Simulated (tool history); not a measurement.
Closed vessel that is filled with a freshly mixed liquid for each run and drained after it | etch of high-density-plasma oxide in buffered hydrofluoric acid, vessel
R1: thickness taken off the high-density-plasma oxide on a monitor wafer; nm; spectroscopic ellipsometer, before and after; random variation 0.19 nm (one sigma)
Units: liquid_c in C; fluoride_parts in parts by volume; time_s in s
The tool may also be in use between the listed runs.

Run 1, hour 0.0: liquid_c 23.0 C, fluoride_parts 19.5 parts by volume, time_s 30 s. Result: R1 18.561 nm.
Run 2, hour 1.1: liquid_c 24.0 C, fluoride_parts 19.5 parts by volume, time_s 30 s. Result: R1 19.575 nm.
Run 3, hour 7.9: liquid_c 21.5 C, fluoride_parts 19.5 parts by volume, time_s 30 s. Result: R1 17.261 nm.
Run 4, hour 14.6: liquid_c 21.5 C, fluoride_parts 14.5 parts by volume, time_s 30 s. Result: R1 23.001 nm.
Run 5, hour 17.6: liquid_c 21.5 C, fluoride_parts 10.0 parts by volume, time_s 30 s. Result: R1 33.451 nm.
Run 6, hour 20.6: liquid_c 21.0 C, fluoride_parts 10.0 parts by volume, time_s 30 s. Result: R1 32.054 nm.

The next listed run, before its measurement:
Run 7, hour 29.0: liquid_c 20.5 C, fluoride_parts 10.0 parts by volume, time_s 30 s. Result: R1 ?.

R1: 31.241 nm
